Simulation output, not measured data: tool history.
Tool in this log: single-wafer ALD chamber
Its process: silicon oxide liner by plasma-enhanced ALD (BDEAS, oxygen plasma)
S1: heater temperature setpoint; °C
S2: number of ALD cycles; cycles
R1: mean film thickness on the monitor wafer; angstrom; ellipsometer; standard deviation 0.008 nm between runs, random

{"run": 1, "hour": 0.0, "S1": 320, "S2": 52, "R1": 43.529}
{"run": 2, "hour": 1.1, "S1": 320, "S2": 57, "R1": 47.393}
{"run": 3, "hour": 2.0, "S1": 322, "S2": 54, "R1": 45.143}
{"run": 4, "hour": 9.5, "S1": 332, "S2": 54, "R1": 44.398}
{"run": 5, "hour": 15.6, "S1": 323, "S2": 54, "R1": 44.88}
{"run": 6, "hour": 18.9, "S1": 314, "S2": 54, "R1": 45.574}
{"run": 7, "hour": 22.4, "S1": 316, "S2": 51, "R1": 42.864}
{"run": 8, "hour": 24.5, "S1": 317, "S2": 49, "R1": 41.028}
{"run": 9, "hour": 31.2, "S1": 328, "S2": 42, "R1": 34.626}
{"run": 10, "hour": 36.0, "S1": 326, "S2": 42, "R1": 34.788}
{"run": 11, "hour": 39.6, "S1": 324, "S2": 42, "R1": 34.945}

Predict the results of run 12:
{"run": 12, "hour": 45.7, "S1": 323, "S2": 42, "R1": "?"}

Run 12 yielded R1 34.951 angstrom.
